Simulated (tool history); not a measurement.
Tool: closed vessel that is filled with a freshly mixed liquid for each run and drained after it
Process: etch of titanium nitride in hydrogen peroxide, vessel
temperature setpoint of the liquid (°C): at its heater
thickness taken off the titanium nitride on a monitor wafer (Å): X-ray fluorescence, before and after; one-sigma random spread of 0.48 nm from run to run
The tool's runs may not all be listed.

run,hour,temperature setpoint of the liquid (°C),concentration of hydrogen peroxide in the mixed liquid (% by weight),time in the liquid (s),thickness taken off the titanium nitride on a monitor wafer (Å)
1,0,58,16.5,515,748.88
2,0.6,51.5,16.5,515,480.54
3,2.2,51.5,15,515,466.36
4,3.9,55,15,515,598.91
5,7.9,57.5,15,515,706.5
6,13,57.5,15,550,757.27
7,15.2,59.5,15,550,869.95
8,19.1,61,15,550,963.4

What will run 9 give?
9,26.2,62,15,550,?

Run 9 produced thickness taken off the titanium nitride on a monitor wafer (Å) 1034.
